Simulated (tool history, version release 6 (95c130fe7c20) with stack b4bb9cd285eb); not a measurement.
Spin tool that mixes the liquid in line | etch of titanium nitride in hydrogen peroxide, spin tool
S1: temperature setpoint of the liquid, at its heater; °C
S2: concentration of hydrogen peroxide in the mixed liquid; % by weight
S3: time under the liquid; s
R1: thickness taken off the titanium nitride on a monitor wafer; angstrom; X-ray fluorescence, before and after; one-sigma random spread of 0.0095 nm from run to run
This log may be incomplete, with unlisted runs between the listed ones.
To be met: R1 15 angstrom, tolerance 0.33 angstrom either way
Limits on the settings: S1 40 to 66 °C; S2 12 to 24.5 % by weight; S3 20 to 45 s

{"run": 1, "hour": 0.0, "S1": 56, "S2": 16.5, "S3": 45, "R1": 33.735}
{"run": 2, "hour": 2.4, "S1": 55, "S2": 16.5, "S3": 45, "R1": 31.355}
{"run": 3, "hour": 9.1, "S1": 54, "S2": 16.5, "S3": 45, "R1": 29.361}
{"run": 4, "hour": 13.8, "S1": 54, "S2": 19, "S3": 45, "R1": 30.25}
{"run": 5, "hour": 20.3, "S1": 53, "S2": 19, "S3": 45, "R1": 27.94}
{"run": 6, "hour": 23.1, "S1": 52, "S2": 19, "S3": 45, "R1": 26.024}
{"run": 7, "hour": 28.9, "S1": 51, "S2": 19, "S3": 45, "R1": 24.425}
{"run": 8, "hour": 36.0, "S1": 50.5, "S2": 19, "S3": 45, "R1": 23.504}
{"run": 9, "hour": 41.8, "S1": 50.5, "S2": 19, "S3": 45, "R1": 23.422}
{"run": 10, "hour": 43.4, "S1": 50, "S2": 19, "S3": 45, "R1": 22.582}
{"run": 11, "hour": 45.3, "S1": 49.5, "S2": 19, "S3": 45, "R1": 21.681}
{"run": 12, "hour": 46.7, "S1": 43, "S2": 19, "S3": 45, "R1": 13.539}
{"run": 13, "hour": 50.6, "S1": 44, "S2": 19, "S3": 45, "R1": 14.666}

Pick the move, out of 4, that brings all results within their allowed miss; only one does.
{"run": "A", "hour": 54.5, "S1": 44.5, "S2": 18, "S3": 45, "R1": "?"}
{"run": "B", "hour": 54.5, "S1": 44, "S2": 16, "S3": 45, "R1": "?"}
{"run": "C", "hour": 54.5, "S1": 44, "S2": 18, "S3": 45, "R1": "?"}
{"run": "D", "hour": 54.5, "S1": 43.5, "S2": 18.5, "S3": 45, "R1": "?"}

move=A R1=14.892
move=B R1=13.991
move=C R1=14.345
move=D R1=13.897
A: in spec on every target
B: lands further from the targets than the last run did
C: lands further from the targets than the last run did
D: lands further from the targets than the last run did
Correct choice: A, which meets every target

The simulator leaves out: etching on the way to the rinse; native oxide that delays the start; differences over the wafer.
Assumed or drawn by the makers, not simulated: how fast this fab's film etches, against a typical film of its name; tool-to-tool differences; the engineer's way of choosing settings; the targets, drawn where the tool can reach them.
